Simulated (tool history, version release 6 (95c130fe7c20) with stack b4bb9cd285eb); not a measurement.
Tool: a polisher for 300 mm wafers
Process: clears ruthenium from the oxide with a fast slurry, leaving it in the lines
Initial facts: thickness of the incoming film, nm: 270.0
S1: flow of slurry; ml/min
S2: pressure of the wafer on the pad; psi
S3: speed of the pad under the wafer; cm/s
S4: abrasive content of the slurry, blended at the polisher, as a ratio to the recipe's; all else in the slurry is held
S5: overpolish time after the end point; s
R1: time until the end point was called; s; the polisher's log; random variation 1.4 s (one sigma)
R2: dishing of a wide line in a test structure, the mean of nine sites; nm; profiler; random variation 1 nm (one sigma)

run	hour	S1	S2	S3	S4	S5	R1	R2
1	0.0	175	2.5	118	1.00	27	55.838	89.241
2	3.3	175	2.2	118	1.00	29	63.230	82.750
3	11.7	175	2.2	118	1.15	29	58.558	90.734
4	19.4	175	2.8	118	1.15	29	47.467	106.980
5	20.7	175	2.5	116	1.15	31	52.538	101.370
6	26.1	175	2.5	116	1.15	22	54.410	80.236
7	33.4	175	2.2	114	1.15	25	60.495	78.058
8	40.3	175	2.0	112	1.15	28	66.859	78.461
9	45.9	175	1.8	110	1.15	30	74.419	75.409
10	48.2	175	1.7	110	1.15	32	79.199	77.237

Run 11 is up next; what results do you expect?
11	50.6	175	1.6	110	1.15	33	?	?

Run 11 measured R1 83.490 s, R2 74.096 nm.
